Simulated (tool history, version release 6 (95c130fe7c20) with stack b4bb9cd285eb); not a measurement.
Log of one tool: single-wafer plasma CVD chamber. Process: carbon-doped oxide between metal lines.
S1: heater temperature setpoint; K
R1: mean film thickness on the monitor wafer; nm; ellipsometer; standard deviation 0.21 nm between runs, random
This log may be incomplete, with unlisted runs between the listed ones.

run 1 hour=0.0 | S1=643.15 chamber_pressure_(mTorr)=5060 RF_power_(kW)=0.400 deposition_time_(s)=19.6 | R1=77.116
run 2 hour=2.2 | S1=643.15 chamber_pressure_(mTorr)=4720 RF_power_(kW)=0.400 deposition_time_(s)=19.6 | R1=76.412
run 3 hour=5.0 | S1=643.15 chamber_pressure_(mTorr)=4720 RF_power_(kW)=0.400 deposition_time_(s)=19.6 | R1=76.577
run 4 hour=9.4 | S1=643.15 chamber_pressure_(mTorr)=4720 RF_power_(kW)=0.400 deposition_time_(s)=19.6 | R1=76.469
run 5 hour=11.5 | S1=643.15 chamber_pressure_(mTorr)=4720 RF_power_(kW)=0.400 deposition_time_(s)=19.6 | R1=76.740
run 6 hour=13.5 | S1=641.15 chamber_pressure_(mTorr)=4910 RF_power_(kW)=0.420 deposition_time_(s)=19.6 | R1=79.242
run 7 hour=16.5 | S1=641.15 chamber_pressure_(mTorr)=4990 RF_power_(kW)=0.440 deposition_time_(s)=19.7 | R1=81.522
run 8 hour=17.7 | S1=641.15 chamber_pressure_(mTorr)=5090 RF_power_(kW)=0.455 deposition_time_(s)=19.7 | R1=83.090

Run 9, settings as shown, results not yet in. Your forecast:
run 9 hour=20.9 | S1=640.15 chamber_pressure_(mTorr)=5180 RF_power_(kW)=0.465 deposition_time_(s)=19.7 | R1=?

R1: 84.396 nm
